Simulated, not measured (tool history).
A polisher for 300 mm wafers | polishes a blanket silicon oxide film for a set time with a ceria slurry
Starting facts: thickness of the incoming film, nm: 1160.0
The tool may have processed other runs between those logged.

run	hour	flow of slurry (ml/min)	pressure of the wafer on the pad (kPa)	speed of the pad under the wafer (m/s)	polishing time (s)	film removed (nm)
1	0.0	235	25.5	0.96	54	295.17
2	8.2	235	25.5	1.18	54	358.57
3	12.6	235	24.1	1.16	54	333.75
4	15.9	235	24.1	1.16	57	355.18
5	24.2	235	22.8	1.14	57	329.32
6	25.0	235	21.4	1.12	57	300.89
7	27.1	235	20.0	1.12	57	284.80
8	32.4	235	19.3	1.12	57	276.22
9	36.1	235	18.6	1.12	57	266.31
10	39.6	235	17.9	1.12	57	256.30

Expected results for the next run?
11	42.8	235	17.2	1.12	57	?

film removed (nm): 248.03

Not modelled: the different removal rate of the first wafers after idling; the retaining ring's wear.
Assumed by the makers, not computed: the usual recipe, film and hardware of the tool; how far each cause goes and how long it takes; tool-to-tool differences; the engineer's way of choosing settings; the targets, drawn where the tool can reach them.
